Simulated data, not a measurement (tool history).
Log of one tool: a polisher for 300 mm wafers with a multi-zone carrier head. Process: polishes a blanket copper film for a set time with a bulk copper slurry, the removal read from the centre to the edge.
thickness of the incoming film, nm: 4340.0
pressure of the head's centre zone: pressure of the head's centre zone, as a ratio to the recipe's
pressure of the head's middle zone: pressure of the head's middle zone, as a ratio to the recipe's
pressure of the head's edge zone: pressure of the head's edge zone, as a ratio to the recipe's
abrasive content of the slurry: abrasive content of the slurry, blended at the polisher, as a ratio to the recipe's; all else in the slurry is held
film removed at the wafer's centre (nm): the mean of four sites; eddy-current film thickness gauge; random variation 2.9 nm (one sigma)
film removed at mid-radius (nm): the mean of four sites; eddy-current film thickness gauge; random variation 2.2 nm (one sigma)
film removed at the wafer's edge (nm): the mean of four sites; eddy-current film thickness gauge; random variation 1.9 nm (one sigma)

| run | hour | flow of slurry (ml/min) | pressure of the head's centre zone | pressure of the head's middle zone | pressure of the head's edge zone | abrasive content of the slurry | polishing time (s) | film removed at the wafer's centre (nm) | film removed at mid-radius (nm) | film removed at the wafer's edge (nm) |
|---|---|---|---|---|---|---|---|---|---|---|
| 1 | 0 | 255 | 1 | 1 | 1 | 1 | 40 | 525.8 | 514.71 | 522.49 |
| 2 | 1.4 | 300 | 1 | 1 | 1 | 1 | 40 | 538.53 | 528.84 | 526.39 |
| 3 | 6.9 | 300 | 1 | 1 | 1 | 0.8 | 40 | 524.59 | 502.3 | 498.59 |
| 4 | 9.6 | 305 | 1 | 0.97 | 0.97 | 0.75 | 37 | 470.58 | 450.4 | 445.06 |
| 5 | 11.7 | 305 | 0.95 | 0.97 | 0.97 | 0.75 | 37 | 448.34 | 445.73 | 455.44 |
| 6 | 14.1 | 305 | 0.95 | 0.97 | 0.97 | 0.75 | 42 | 507.9 | 515.23 | 507.15 |
| 7 | 15.6 | 305 | 0.97 | 0.94 | 0.94 | 0.7 | 39 | 475.08 | 453.02 | 461.4 |
| 8 | 24.4 | 310 | 0.99 | 0.93 | 0.92 | 0.65 | 36 | 436.26 | 409.72 | 413.64 |
| 9 | 25.5 | 305 | 1.01 | 0.92 | 0.9 | 0.6 | 34 | 417.57 | 375.6 | 378.86 |
| 10 | 27 | 235 | 1.02 | 0.85 | 0.81 | 0.5 | 26 | 297.39 | 250.43 | 262.05 |
| 11 | 33.5 | 255 | 1.02 | 0.85 | 0.81 | 0.5 | 26 | 299.83 | 251.12 | 262.86 |
| 12 | 38.4 | 275 | 1.02 | 0.86 | 0.82 | 0.5 | 26 | 301.94 | 255.77 | 263.42 |
| 13 | 43.7 | 275 | 1.03 | 0.87 | 0.84 | 0.5 | 26 | 309.23 | 258.4 | 271.63 |
| 14 | 46.9 | 290 | 1.04 | 0.88 | 0.84 | 0.5 | 26 | 309.23 | 261.33 | 267.09 |
| 15 | 55.6 | 295 | 1.05 | 0.89 | 0.85 | 0.5 | 26 | 315.68 | 264.96 | 270.14 |
| 16 | 61.4 | 300 | 1.05 | 0.89 | 0.86 | 0.5 | 26 | 318.46 | 263.79 | 271.36 |
| 17 | 68.7 | 305 | 1.05 | 0.89 | 0.87 | 0.5 | 26 | 317.29 | 264.96 | 273.98 |
| 18 | 74.4 | 310 | 1.05 | 0.89 | 0.88 | 0.5 | 26 | 315.91 | 268.07 | 274.36 |
| 19 | 75.6 | 315 | 1.06 | 0.89 | 0.89 | 0.5 | 26 | 323.07 | 265.6 | 275.74 |

Forecast run 20:
| 20 | 80.6 | 320 | 1.06 | 0.89 | 0.89 | 0.5 | 26 | ? | ? | ? |

{"run 20": {"film removed at the wafer's centre (nm)": 324.63, "film removed at mid-radius (nm)": 268.11, "film removed at the wafer's edge (nm)": 278.98}}

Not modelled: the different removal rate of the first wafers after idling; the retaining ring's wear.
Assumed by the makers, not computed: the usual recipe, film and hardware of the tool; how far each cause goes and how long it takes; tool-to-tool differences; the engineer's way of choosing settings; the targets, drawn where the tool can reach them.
